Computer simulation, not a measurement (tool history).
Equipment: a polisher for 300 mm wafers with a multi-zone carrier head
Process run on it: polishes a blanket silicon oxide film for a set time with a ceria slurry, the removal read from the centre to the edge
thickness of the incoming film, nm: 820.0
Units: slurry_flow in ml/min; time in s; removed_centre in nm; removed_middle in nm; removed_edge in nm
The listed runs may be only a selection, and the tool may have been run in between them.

| run | hour | slurry_flow | centre_zone | middle_zone | edge_zone | time | removed_centre | removed_middle | removed_edge |
|---|---|---|---|---|---|---|---|---|---|
| 1 | 0.0 | 160 | 1.00 | 1.00 | 1.00 | 41 | 297.43 | 294.47 | 291.97 |
| 2 | 5.0 | 160 | 1.00 | 0.94 | 1.00 | 41 | 298.53 | 277.86 | 292.86 |
| 3 | 11.5 | 160 | 0.94 | 0.94 | 1.00 | 41 | 279.61 | 282.62 | 289.90 |
| 4 | 18.6 | 175 | 0.96 | 0.97 | 1.03 | 42 | 297.57 | 294.64 | 305.51 |
| 5 | 27.2 | 175 | 0.96 | 1.02 | 1.03 | 42 | 302.68 | 310.19 | 314.13 |
| 6 | 28.7 | 185 | 0.97 | 1.05 | 1.04 | 42 | 302.84 | 315.64 | 310.04 |
| 7 | 32.2 | 190 | 0.99 | 1.07 | 1.06 | 43 | 317.92 | 327.48 | 316.53 |
| 8 | 38.0 | 195 | 1.00 | 1.08 | 1.07 | 44 | 328.24 | 341.33 | 332.78 |
| 9 | 45.1 | 200 | 1.01 | 1.09 | 1.08 | 44 | 333.42 | 345.66 | 338.58 |
| 10 | 49.8 | 205 | 1.02 | 1.10 | 1.08 | 44 | 342.28 | 352.21 | 334.90 |
| 11 | 56.9 | 210 | 1.02 | 1.10 | 1.09 | 44 | 338.10 | 354.38 | 333.35 |
| 12 | 65.3 | 210 | 1.02 | 1.10 | 1.09 | 44 | 339.91 | 352.30 | 338.70 |
| 13 | 70.0 | 215 | 1.03 | 1.10 | 1.10 | 44 | 341.20 | 353.63 | 337.25 |
| 14 | 77.7 | 215 | 1.04 | 1.10 | 1.11 | 44 | 345.96 | 354.48 | 340.28 |

What does the tool deliver on the next run?
| 15 | 85.3 | 220 | 1.05 | 1.10 | 1.12 | 44 | ? | ? | ? |

removed_centre: 350.33 nm
removed_middle: 356.16 nm
removed_edge: 340.01 nm
